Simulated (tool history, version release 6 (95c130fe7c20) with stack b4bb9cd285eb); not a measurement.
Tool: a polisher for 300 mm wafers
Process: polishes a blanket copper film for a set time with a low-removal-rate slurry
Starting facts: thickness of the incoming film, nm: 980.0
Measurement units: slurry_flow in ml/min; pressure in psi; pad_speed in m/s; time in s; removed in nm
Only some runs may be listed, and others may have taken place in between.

run 1 hour=0 | slurry_flow=190 pressure=2.2 pad_speed=1.16 slurry_solids=1 time=29 | removed=64.099
run 2 hour=1.5 | slurry_flow=190 pressure=2.2 pad_speed=1.16 slurry_solids=1 time=29 | removed=63.964
run 3 hour=7.5 | slurry_flow=190 pressure=2.2 pad_speed=1.16 slurry_solids=1.1 time=29 | removed=65.28
run 4 hour=10.1 | slurry_flow=190 pressure=2 pad_speed=1.16 slurry_solids=1.1 time=29 | removed=60.945
run 5 hour=16.8 | slurry_flow=190 pressure=2 pad_speed=1.16 slurry_solids=1.1 time=29 | removed=59.379
run 6 hour=17.4 | slurry_flow=190 pressure=2.2 pad_speed=1.16 slurry_solids=1.1 time=29 | removed=65.73
run 7 hour=24 | slurry_flow=190 pressure=2 pad_speed=1.14 slurry_solids=1.1 time=29 | removed=57.979
run 8 hour=25.3 | slurry_flow=190 pressure=1.8 pad_speed=1.14 slurry_solids=1.1 time=29 | removed=54.004
run 9 hour=33.2 | slurry_flow=190 pressure=1.6 pad_speed=1.14 slurry_solids=1.1 time=29 | removed=48.968
run 10 hour=41.3 | slurry_flow=190 pressure=1.5 pad_speed=1.14 slurry_solids=1.1 time=29 | removed=47.181
run 11 hour=48.4 | slurry_flow=190 pressure=1.5 pad_speed=1.14 slurry_solids=1.1 time=29 | removed=46.738
run 12 hour=53.6 | slurry_flow=190 pressure=1.4 pad_speed=1.14 slurry_solids=1.1 time=29 | removed=44.87

Run 13 comes next. What will it give?
run 13 hour=57.5 | slurry_flow=190 pressure=1.3 pad_speed=1.14 slurry_solids=1.1 time=29 | removed=?

{"run 13": {"removed": 41.893}}

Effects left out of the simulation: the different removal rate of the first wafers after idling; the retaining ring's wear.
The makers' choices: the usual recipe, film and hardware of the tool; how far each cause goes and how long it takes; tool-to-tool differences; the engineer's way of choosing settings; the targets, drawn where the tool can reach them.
